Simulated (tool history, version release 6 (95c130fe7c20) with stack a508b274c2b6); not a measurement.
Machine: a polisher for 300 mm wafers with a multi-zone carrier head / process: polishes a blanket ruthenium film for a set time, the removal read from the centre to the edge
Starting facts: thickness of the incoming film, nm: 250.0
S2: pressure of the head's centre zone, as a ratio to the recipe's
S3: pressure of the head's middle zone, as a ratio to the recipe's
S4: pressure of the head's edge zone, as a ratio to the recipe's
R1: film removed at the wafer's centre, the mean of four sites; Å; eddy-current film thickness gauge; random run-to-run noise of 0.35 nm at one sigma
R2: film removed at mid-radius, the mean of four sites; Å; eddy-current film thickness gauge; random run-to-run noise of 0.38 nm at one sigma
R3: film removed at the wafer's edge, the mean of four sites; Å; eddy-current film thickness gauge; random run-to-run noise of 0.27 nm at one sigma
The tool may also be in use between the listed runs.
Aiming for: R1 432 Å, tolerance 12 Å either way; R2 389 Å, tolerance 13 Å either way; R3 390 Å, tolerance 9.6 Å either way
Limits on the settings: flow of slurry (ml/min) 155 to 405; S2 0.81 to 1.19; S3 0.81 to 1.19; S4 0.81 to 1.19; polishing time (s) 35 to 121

run 1 day=0 | flow_of_slurry_(ml/min)=260 S2=1 S3=1 S4=1 polishing_time_(s)=78 | R1=688.09 R2=684.11 R3=673.26
run 2 day=0.308 | flow_of_slurry_(ml/min)=260 S2=1 S3=0.99 S4=0.98 polishing_time_(s)=73 | R1=646.99 R2=632.95 R3=623.3
run 3 day=0.388 | flow_of_slurry_(ml/min)=260 S2=1 S3=0.98 S4=0.96 polishing_time_(s)=69 | R1=614.95 R2=595.53 R3=579.36
run 4 day=0.642 | flow_of_slurry_(ml/min)=255 S2=0.99 S3=0.96 S4=0.94 polishing_time_(s)=66 | R1=579.71 R2=563.55 R3=553.6
run 5 day=0.771 | flow_of_slurry_(ml/min)=255 S2=0.99 S3=0.96 S4=0.94 polishing_time_(s)=52 | R1=458.33 R2=445.16 R3=434.08
run 6 day=0.858 | flow_of_slurry_(ml/min)=250 S2=0.99 S3=0.95 S4=0.93 polishing_time_(s)=51 | R1=450.89 R2=436.17 R3=428.24
run 7 day=1.167 | flow_of_slurry_(ml/min)=245 S2=0.99 S3=0.94 S4=0.92 polishing_time_(s)=51 | R1=439.21 R2=436.34 R3=428.29
run 8 day=1.354 | flow_of_slurry_(ml/min)=245 S2=0.99 S3=0.94 S4=0.92 polishing_time_(s)=51 | R1=447.01 R2=421.58 R3=420.58
run 9 day=1.404 | flow_of_slurry_(ml/min)=235 S2=0.99 S3=0.94 S4=0.91 polishing_time_(s)=51 | R1=444.1 R2=424.53 R3=421.56
run 10 day=1.55 | flow_of_slurry_(ml/min)=230 S2=0.99 S3=0.94 S4=0.9 polishing_time_(s)=51 | R1=435.09 R2=424.43 R3=415.84

Consider the 4 candidate settings below. Which is the only one whose results all fall within their allowed miss of target?
run A day=1.696 | flow_of_slurry_(ml/min)=220 S2=0.94 S3=0.92 S4=0.99 polishing_time_(s)=52 | R1=? R2=? R3=?
run B day=1.696 | flow_of_slurry_(ml/min)=250 S2=1 S3=1.11 S4=0.9 polishing_time_(s)=48 | R1=? R2=? R3=?
run C day=1.696 | flow_of_slurry_(ml/min)=215 S2=0.9 S3=1.03 S4=0.81 polishing_time_(s)=55 | R1=? R2=? R3=?
run D day=1.696 | flow_of_slurry_(ml/min)=220 S2=1.02 S3=0.9 S4=0.86 polishing_time_(s)=49 | R1=? R2=? R3=?

move=A R1=432.75 R2=428.96 R3=445.43
move=B R1=425.51 R2=457.41 R3=396.78
move=C R1=442.37 R2=488.82 R3=428.34
move=D R1=433.04 R2=398.28 R3=393.25
A: lands further from the targets than the last run did
B: lands further from the targets than the last run did
C: lands further from the targets than the last run did
D: meets every target
D is the move that brings every result within its allowed miss.

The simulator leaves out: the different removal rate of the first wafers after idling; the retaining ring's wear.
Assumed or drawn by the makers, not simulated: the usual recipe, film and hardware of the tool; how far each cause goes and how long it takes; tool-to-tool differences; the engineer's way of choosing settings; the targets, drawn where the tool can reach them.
